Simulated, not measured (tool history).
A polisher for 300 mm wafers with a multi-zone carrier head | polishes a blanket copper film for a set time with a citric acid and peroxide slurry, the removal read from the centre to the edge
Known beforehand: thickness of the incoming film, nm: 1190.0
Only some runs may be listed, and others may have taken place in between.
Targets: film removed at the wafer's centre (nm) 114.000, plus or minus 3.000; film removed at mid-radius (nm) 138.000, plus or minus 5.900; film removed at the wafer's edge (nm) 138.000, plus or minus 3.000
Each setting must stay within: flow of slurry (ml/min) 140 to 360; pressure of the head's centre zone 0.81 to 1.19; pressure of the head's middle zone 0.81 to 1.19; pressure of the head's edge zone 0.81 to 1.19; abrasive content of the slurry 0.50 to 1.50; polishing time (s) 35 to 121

run	day	flow of slurry (ml/min)	pressure of the head's centre zone	pressure of the head's middle zone	pressure of the head's edge zone	abrasive content of the slurry	polishing time (s)	film removed at the wafer's centre (nm)	film removed at mid-radius (nm)	film removed at the wafer's edge (nm)
1	0.000	230	1.00	1.00	1.00	1.00	78	97.408	96.336	99.454
2	0.112	200	1.00	1.00	1.00	1.00	78	93.597	95.143	97.935
3	0.283	205	0.99	1.02	1.02	1.05	79	95.053	98.605	101.370
4	0.517	205	0.99	1.02	1.02	1.05	92	110.020	113.980	116.750
5	0.562	205	0.93	1.02	1.02	1.05	92	104.480	114.160	116.600
6	0.667	205	0.93	0.96	1.02	1.05	92	103.510	109.230	117.890
7	0.900	215	0.92	0.98	1.04	1.10	92	104.820	110.590	120.770
8	1.204	220	0.91	1.01	1.05	1.15	92	104.230	118.920	122.760
9	1.550	220	0.91	1.01	1.05	1.15	92	104.900	119.360	121.390
10	1.638	230	0.91	1.01	1.07	1.15	92	105.680	119.120	124.380
11	1.829	240	0.91	1.02	1.08	1.15	92	107.110	118.250	123.830
12	1.988	245	0.91	1.03	1.09	1.20	92	107.360	123.780	127.080
13	2.046	255	0.91	1.04	1.10	1.20	92	108.370	124.640	126.200
14	2.379	260	0.91	1.04	1.11	1.25	92	109.890	123.300	130.280

Which one of the following 4 next-run settings gets every result inside its allowed miss? There is exactly one.
A	2.712	240	1.01	0.99	1.13	1.15	85	?	?	?
B	2.712	170	0.84	1.01	1.17	1.50	99	?	?	?
C	2.712	255	0.84	0.98	1.04	1.45	104	?	?	?
D	2.712	285	0.88	1.07	1.10	1.20	98	?	?	?

move	film removed at the wafer's centre (nm)	film removed at mid-radius (nm)	film removed at the wafer's edge (nm)
A	107.640	108.870	119.070
B	102.690	128.160	142.230
C	115.080	139.000	146.650
D	111.400	137.990	138.420
A: further off than the last run
B: takes the result that was furthest off past its target
C: takes the result that was furthest off past its target
D: in spec on every target
So the answer is move D, the one that meets all the targets.
